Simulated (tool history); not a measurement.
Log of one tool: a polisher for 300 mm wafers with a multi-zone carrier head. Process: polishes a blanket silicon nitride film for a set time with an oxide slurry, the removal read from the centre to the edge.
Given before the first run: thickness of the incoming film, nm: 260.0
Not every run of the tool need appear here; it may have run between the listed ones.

run,hour,flow of slurry (ml/min),pressure of the head's centre zone,pressure of the head's middle zone,pressure of the head's edge zone,abrasive content of the slurry,polishing time (s),film removed at the wafer's centre (Å),film removed at mid-radius (Å),film removed at the wafer's edge (Å)
1,0.0,120,1.00,1.00,1.00,1.00,43,254.31,250.86,252.89
2,3.7,120,1.00,1.00,1.00,0.90,43,247.66,240.47,235.92
3,10.7,120,0.96,1.00,1.00,0.90,43,239.78,239.16,238.12
4,12.4,120,0.96,1.08,1.00,0.90,43,236.06,257.29,231.64
5,21.0,145,0.96,1.08,1.00,0.90,43,249.16,265.17,243.63
6,28.4,135,0.97,1.01,0.97,0.80,39,208.10,214.53,199.95
7,36.8,105,1.07,0.91,1.03,0.55,30,134.26,111.76,124.22

What will run 8 give?
8,39.5,115,1.08,0.91,1.03,0.55,30,?,?,?

film removed at the wafer's centre (Å): 137.43
film removed at mid-radius (Å): 114.87
film removed at the wafer's edge (Å): 122.62

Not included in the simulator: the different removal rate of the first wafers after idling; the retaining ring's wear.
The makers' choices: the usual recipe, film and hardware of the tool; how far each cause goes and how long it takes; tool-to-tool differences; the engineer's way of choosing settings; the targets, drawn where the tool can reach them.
